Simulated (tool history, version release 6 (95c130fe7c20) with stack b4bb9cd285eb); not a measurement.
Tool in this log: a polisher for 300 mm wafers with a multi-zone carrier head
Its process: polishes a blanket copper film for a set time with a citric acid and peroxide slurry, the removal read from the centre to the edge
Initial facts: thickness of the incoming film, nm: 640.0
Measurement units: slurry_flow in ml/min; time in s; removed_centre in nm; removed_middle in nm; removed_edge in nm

run	hour	slurry_flow	centre_zone	middle_zone	edge_zone	slurry_solids	time	removed_centre	removed_middle	removed_edge
1	0	140	1	1	1	1	61	174.91	179.65	170.42
2	6.5	140	1	0.92	1	1	61	176.12	165.2	171.44
3	12.8	145	1.01	0.94	1.01	1.05	62	181.46	173.68	181.61
4	14.9	145	1.01	0.94	1.06	1.05	62	179.95	174.51	184.44
5	15.7	145	1.01	0.85	1.06	1.05	62	180.03	162.99	185.65
6	20.2	145	1.01	0.89	1.06	1.05	62	177.15	165.65	183.54
7	28.6	150	1.02	0.92	1.06	1.1	63	190.55	177.26	186.37

The next listed run, before its measurement:
8	32.1	150	1.02	0.93	1.07	1.15	65	?	?	?

removed_centre: 198.19 nm
removed_middle: 188.47 nm
removed_edge: 200.61 nm
